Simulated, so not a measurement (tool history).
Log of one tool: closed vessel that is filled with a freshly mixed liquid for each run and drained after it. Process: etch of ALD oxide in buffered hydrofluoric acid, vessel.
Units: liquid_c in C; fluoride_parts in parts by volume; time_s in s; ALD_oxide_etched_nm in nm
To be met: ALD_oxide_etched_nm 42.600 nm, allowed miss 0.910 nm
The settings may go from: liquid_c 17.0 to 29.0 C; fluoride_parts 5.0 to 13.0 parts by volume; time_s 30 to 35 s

{"run": 1, "hour": 0.0, "liquid_c": 21.0, "fluoride_parts": 8.0, "time_s": 35, "ALD_oxide_etched_nm": 66.392}
{"run": 2, "hour": 6.9, "liquid_c": 21.0, "fluoride_parts": 8.0, "time_s": 35, "ALD_oxide_etched_nm": 65.783}
{"run": 3, "hour": 9.1, "liquid_c": 20.5, "fluoride_parts": 8.0, "time_s": 35, "ALD_oxide_etched_nm": 64.874}
{"run": 4, "hour": 15.7, "liquid_c": 20.0, "fluoride_parts": 8.5, "time_s": 35, "ALD_oxide_etched_nm": 58.67}
{"run": 5, "hour": 17.4, "liquid_c": 20.0, "fluoride_parts": 8.5, "time_s": 35, "ALD_oxide_etched_nm": 58.841}
{"run": 6, "hour": 18.6, "liquid_c": 20.0, "fluoride_parts": 8.5, "time_s": 35, "ALD_oxide_etched_nm": 58.923}
{"run": 7, "hour": 19.4, "liquid_c": 19.5, "fluoride_parts": 8.5, "time_s": 35, "ALD_oxide_etched_nm": 57.245}
{"run": 8, "hour": 23.3, "liquid_c": 19.0, "fluoride_parts": 8.5, "time_s": 35, "ALD_oxide_etched_nm": 55.411}
{"run": 9, "hour": 25.3, "liquid_c": 18.5, "fluoride_parts": 8.5, "time_s": 35, "ALD_oxide_etched_nm": 54.475}
{"run": 10, "hour": 28.8, "liquid_c": 17.5, "fluoride_parts": 9.5, "time_s": 35, "ALD_oxide_etched_nm": 46.349}

Which of these 5 next moves meets every target?
{"run": "A", "hour": 32.3, "liquid_c": 18.5, "fluoride_parts": 9.5, "time_s": 35, "ALD_oxide_etched_nm": "?"}
{"run": "B", "hour": 32.3, "liquid_c": 17.0, "fluoride_parts": 9.0, "time_s": 30, "ALD_oxide_etched_nm": "?"}
{"run": "C", "hour": 32.3, "liquid_c": 17.5, "fluoride_parts": 10.5, "time_s": 35, "ALD_oxide_etched_nm": "?"}
{"run": "D", "hour": 32.3, "liquid_c": 18.5, "fluoride_parts": 9.0, "time_s": 35, "ALD_oxide_etched_nm": "?"}
{"run": "E", "hour": 32.3, "liquid_c": 19.5, "fluoride_parts": 9.5, "time_s": 30, "ALD_oxide_etched_nm": "?"}

move=A ALD_oxide_etched_nm=48.928
move=B ALD_oxide_etched_nm=39.844
move=C ALD_oxide_etched_nm=42.679
move=D ALD_oxide_etched_nm=50.621
move=E ALD_oxide_etched_nm=44.369
A: further off than the last run
B: takes the result that was furthest off past its target
C: meets every target
D: further off than the last run
E: nearer than the last run, and not there yet
Answer: C
